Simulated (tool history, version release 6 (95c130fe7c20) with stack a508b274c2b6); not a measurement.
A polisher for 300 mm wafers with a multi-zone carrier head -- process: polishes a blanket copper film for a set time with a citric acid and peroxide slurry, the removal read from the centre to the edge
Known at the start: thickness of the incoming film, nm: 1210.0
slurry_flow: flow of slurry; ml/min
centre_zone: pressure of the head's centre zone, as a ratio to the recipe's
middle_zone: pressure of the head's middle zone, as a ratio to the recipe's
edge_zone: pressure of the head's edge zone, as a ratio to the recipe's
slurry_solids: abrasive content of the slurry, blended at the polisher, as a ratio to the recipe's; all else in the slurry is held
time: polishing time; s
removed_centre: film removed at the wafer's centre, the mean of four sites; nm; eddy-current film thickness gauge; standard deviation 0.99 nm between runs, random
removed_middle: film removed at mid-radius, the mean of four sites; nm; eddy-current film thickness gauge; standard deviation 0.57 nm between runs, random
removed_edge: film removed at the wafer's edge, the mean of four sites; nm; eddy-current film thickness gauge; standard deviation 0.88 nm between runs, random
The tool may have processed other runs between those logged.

{"run": 1, "hour": 0.0, "slurry_flow": 225, "centre_zone": 1, "middle_zone": 1, "edge_zone": 1, "slurry_solids": 1, "time": 51, "removed_centre": 105.8, "removed_middle": 101.75, "removed_edge": 106.22}
{"run": 2, "hour": 8.1, "slurry_flow": 225, "centre_zone": 1, "middle_zone": 1, "edge_zone": 1, "slurry_solids": 1, "time": 42, "removed_centre": 87.52, "removed_middle": 85.054, "removed_edge": 86.801}
{"run": 3, "hour": 11.5, "slurry_flow": 225, "centre_zone": 1, "middle_zone": 1, "edge_zone": 1, "slurry_solids": 1.15, "time": 42, "removed_centre": 88.968, "removed_middle": 89.263, "removed_edge": 88.651}
{"run": 4, "hour": 17.4, "slurry_flow": 225, "centre_zone": 0.98, "middle_zone": 1, "edge_zone": 0.96, "slurry_solids": 1.05, "time": 40, "removed_centre": 81.253, "removed_middle": 82.39, "removed_edge": 81.398}
{"run": 5, "hour": 21.6, "slurry_flow": 225, "centre_zone": 1.05, "middle_zone": 1, "edge_zone": 0.96, "slurry_solids": 1.05, "time": 40, "removed_centre": 90.109, "removed_middle": 82.617, "removed_edge": 82.23}
{"run": 6, "hour": 27.4, "slurry_flow": 180, "centre_zone": 1.05, "middle_zone": 1, "edge_zone": 0.96, "slurry_solids": 1.05, "time": 40, "removed_centre": 86.245, "removed_middle": 79.997, "removed_edge": 79.489}
{"run": 7, "hour": 36.0, "slurry_flow": 175, "centre_zone": 1.02, "middle_zone": 0.99, "edge_zone": 0.93, "slurry_solids": 1, "time": 40, "removed_centre": 81.227, "removed_middle": 77.19, "removed_edge": 78.323}
{"run": 8, "hour": 40.9, "slurry_flow": 175, "centre_zone": 1.01, "middle_zone": 1, "edge_zone": 0.91, "slurry_solids": 0.95, "time": 39, "removed_centre": 75.752, "removed_middle": 73.89, "removed_edge": 72.383}

Expected results for the next run?
{"run": 9, "hour": 41.8, "slurry_flow": 175, "centre_zone": 1.01, "middle_zone": 1, "edge_zone": 0.91, "slurry_solids": 0.95, "time": 39, "removed_centre": "?", "removed_middle": "?", "removed_edge": "?"}

removed_centre: 76.959 nm
removed_middle: 75.322 nm
removed_edge: 74.125 nm
